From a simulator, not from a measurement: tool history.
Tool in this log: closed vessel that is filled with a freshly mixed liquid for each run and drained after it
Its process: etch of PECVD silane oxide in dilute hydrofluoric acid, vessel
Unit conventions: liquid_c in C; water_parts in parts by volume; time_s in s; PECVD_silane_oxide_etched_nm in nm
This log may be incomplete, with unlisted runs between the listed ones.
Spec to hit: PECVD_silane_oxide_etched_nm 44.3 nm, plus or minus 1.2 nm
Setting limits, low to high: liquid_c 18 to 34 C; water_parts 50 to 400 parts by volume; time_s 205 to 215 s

run 1 hour=0 | liquid_c=26 water_parts=225 time_s=205 | PECVD_silane_oxide_etched_nm=15.094
run 2 hour=2.4 | liquid_c=26 water_parts=160 time_s=205 | PECVD_silane_oxide_etched_nm=23.051
run 3 hour=7.6 | liquid_c=28.5 water_parts=140 time_s=205 | PECVD_silane_oxide_etched_nm=29.421
run 4 hour=10 | liquid_c=30.5 water_parts=130 time_s=205 | PECVD_silane_oxide_etched_nm=34.5
run 5 hour=16.7 | liquid_c=28.5 water_parts=130 time_s=205 | PECVD_silane_oxide_etched_nm=31.914
run 6 hour=19.6 | liquid_c=28.5 water_parts=160 time_s=205 | PECVD_silane_oxide_etched_nm=25.288
run 7 hour=25.9 | liquid_c=30 water_parts=140 time_s=205 | PECVD_silane_oxide_etched_nm=31.107
run 8 hour=32.6 | liquid_c=31.5 water_parts=130 time_s=205 | PECVD_silane_oxide_etched_nm=35.72
run 9 hour=37.3 | liquid_c=32.5 water_parts=125 time_s=205 | PECVD_silane_oxide_etched_nm=38.88
run 10 hour=44 | liquid_c=33 water_parts=120 time_s=205 | PECVD_silane_oxide_etched_nm=41.552
run 11 hour=49.2 | liquid_c=33.5 water_parts=120 time_s=205 | PECVD_silane_oxide_etched_nm=42.655
run 12 hour=54.9 | liquid_c=34 water_parts=120 time_s=205 | PECVD_silane_oxide_etched_nm=42.896

Which of these 5 next moves meets every target?
run A hour=60.6 | liquid_c=34 water_parts=130 time_s=215 | PECVD_silane_oxide_etched_nm=?
run B hour=60.6 | liquid_c=33.5 water_parts=125 time_s=205 | PECVD_silane_oxide_etched_nm=?
run C hour=60.6 | liquid_c=32.5 water_parts=130 time_s=215 | PECVD_silane_oxide_etched_nm=?
run D hour=60.6 | liquid_c=31 water_parts=120 time_s=215 | PECVD_silane_oxide_etched_nm=?
run E hour=60.6 | liquid_c=31 water_parts=110 time_s=215 | PECVD_silane_oxide_etched_nm=?

move=A PECVD_silane_oxide_etched_nm=41.473
move=B PECVD_silane_oxide_etched_nm=40.706
move=C PECVD_silane_oxide_etched_nm=39.33
move=D PECVD_silane_oxide_etched_nm=40.938
move=E PECVD_silane_oxide_etched_nm=45.295
A: moves away from the targets compared with the last run
B: moves away from the targets compared with the last run
C: moves away from the targets compared with the last run
D: moves away from the targets compared with the last run
E: every result within its allowed miss
So the answer is move E, the one that meets all the targets.

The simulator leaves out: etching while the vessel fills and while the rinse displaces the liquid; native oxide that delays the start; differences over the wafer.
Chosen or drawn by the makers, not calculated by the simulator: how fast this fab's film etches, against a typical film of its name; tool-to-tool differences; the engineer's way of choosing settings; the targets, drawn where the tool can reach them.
